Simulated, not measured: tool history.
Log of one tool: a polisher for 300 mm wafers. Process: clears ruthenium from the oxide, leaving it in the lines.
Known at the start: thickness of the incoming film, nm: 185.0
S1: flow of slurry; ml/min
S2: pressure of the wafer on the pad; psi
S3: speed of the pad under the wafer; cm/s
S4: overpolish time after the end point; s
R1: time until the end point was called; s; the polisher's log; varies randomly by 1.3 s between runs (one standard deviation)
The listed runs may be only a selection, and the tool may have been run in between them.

run,hour,S1,S2,S3,S4,R1
1,0,285,2.6,112,18,138.69
2,5.8,285,2.9,112,18,129.56
3,14.3,285,2.9,112,18,129.08
4,15.1,285,2.6,112,18,144.18
5,19.8,285,2.6,92,18,169.14
6,21.9,285,2.6,92,18,166.85
7,24.8,285,2.8,96,18,151.71
8,30.3,285,3,100,18,139.36
9,32.6,285,3.1,104,18,128.79

Run 10 comes next. What will it give?
# hour 35: head pressure recalibrated
10,35,285,3.2,106,18,?

R1: 106.01 s
